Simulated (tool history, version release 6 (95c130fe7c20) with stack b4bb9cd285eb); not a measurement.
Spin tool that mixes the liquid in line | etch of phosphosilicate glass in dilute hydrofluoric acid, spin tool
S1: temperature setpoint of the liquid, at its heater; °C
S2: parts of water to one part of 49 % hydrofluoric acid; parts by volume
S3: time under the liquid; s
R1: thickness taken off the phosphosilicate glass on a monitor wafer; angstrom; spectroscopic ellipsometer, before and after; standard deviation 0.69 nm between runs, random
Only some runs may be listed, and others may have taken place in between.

run	day	S1	S2	S3	R1
1	0.000	23.0	130	65	646.49
2	0.062	23.0	130	65	632.78
3	0.117	24.5	125	65	709.05
4	0.388	25.5	120	65	777.09
5	0.617	25.5	165	65	531.90
6	0.788	23.0	165	65	486.44
7	1.158	24.5	155	65	556.58
8	1.200	25.5	145	65	617.51

For run 9, what comes out?
9	1.400	26.5	135	65	?

Run 9 came out at R1 710.05 angstrom.
